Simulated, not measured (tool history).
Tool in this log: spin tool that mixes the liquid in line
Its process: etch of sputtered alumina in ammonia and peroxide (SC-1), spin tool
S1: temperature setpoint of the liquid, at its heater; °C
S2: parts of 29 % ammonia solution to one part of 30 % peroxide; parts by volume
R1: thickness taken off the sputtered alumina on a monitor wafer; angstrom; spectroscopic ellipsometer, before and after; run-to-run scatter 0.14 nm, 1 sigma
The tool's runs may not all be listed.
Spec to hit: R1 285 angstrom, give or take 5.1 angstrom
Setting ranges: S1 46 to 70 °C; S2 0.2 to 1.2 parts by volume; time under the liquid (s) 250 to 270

Run 1, hour 0: S1 62 °C, S2 0.85 parts by volume, time under the liquid (s) 250. Result: R1 308.31 angstrom.
Run 2, hour 0.9: S1 61.5 °C, S2 0.85 parts by volume, time under the liquid (s) 250. Result: R1 298.22 angstrom.
Run 3, hour 6.3: S1 61.5 °C, S2 1.05 parts by volume, time under the liquid (s) 250. Result: R1 307.3 angstrom.
Run 4, hour 7.5: S1 60.5 °C, S2 1.05 parts by volume, time under the liquid (s) 250. Result: R1 291.8 angstrom.
Run 5, hour 16: S1 60.5 °C, S2 1.15 parts by volume, time under the liquid (s) 250. Result: R1 294.16 angstrom.
Run 6, hour 20.9: S1 66.5 °C, S2 1.15 parts by volume, time under the liquid (s) 250. Result: R1 398.17 angstrom.
Run 7, hour 26.9: S1 65.5 °C, S2 1.15 parts by volume, time under the liquid (s) 250. Result: R1 380.19 angstrom.
Run 8, hour 32.4: S1 64.5 °C, S2 1.15 parts by volume, time under the liquid (s) 250. Result: R1 359.76 angstrom.
Run 9, hour 33.7: S1 59 °C, S2 1.15 parts by volume, time under the liquid (s) 250. Result: R1 270.35 angstrom.
Run 10, hour 39.2: S1 59.5 °C, S2 1.15 parts by volume, time under the liquid (s) 250. Result: R1 277.32 angstrom.
At hour 43.9: heated supply line repaired.
Run 11, hour 43.9: S1 60 °C, S2 1.15 parts by volume, time under the liquid (s) 250. Result: R1 320.1 angstrom.
Run 12, hour 48.4: S1 59.5 °C, S2 1.15 parts by volume, time under the liquid (s) 250. Result: R1 312.79 angstrom.
Run 13, hour 50.5: S1 59 °C, S2 1.15 parts by volume, time under the liquid (s) 250. Result: R1 303.24 angstrom.
Run 14, hour 59: S1 58.5 °C, S2 1.15 parts by volume, time under the liquid (s) 250. Result: R1 298.73 angstrom.

Exactly one of the 4 candidate moves below puts every result within its allowed miss. Which one?
Run A, hour 67.5: S1 59 °C, S2 1.2 parts by volume, time under the liquid (s) 260. Result: R1 ?.
Run B, hour 67.5: S1 57.5 °C, S2 1.15 parts by volume, time under the liquid (s) 255. Result: R1 ?.
Run C, hour 67.5: S1 56.5 °C, S2 1.2 parts by volume, time under the liquid (s) 255. Result: R1 ?.
Run D, hour 67.5: S1 57 °C, S2 1.1 parts by volume, time under the liquid (s) 270. Result: R1 ?.

move      R1
   A  318.68
   B  287.98
   C   274.4
   D  295.81
A: further off than the last run
B: each result inside its tolerance
C: the result that was furthest off in the last run now lies on the other side of its target
D: nearer the targets than the last run, but a result is still out of spec
The right move is B.
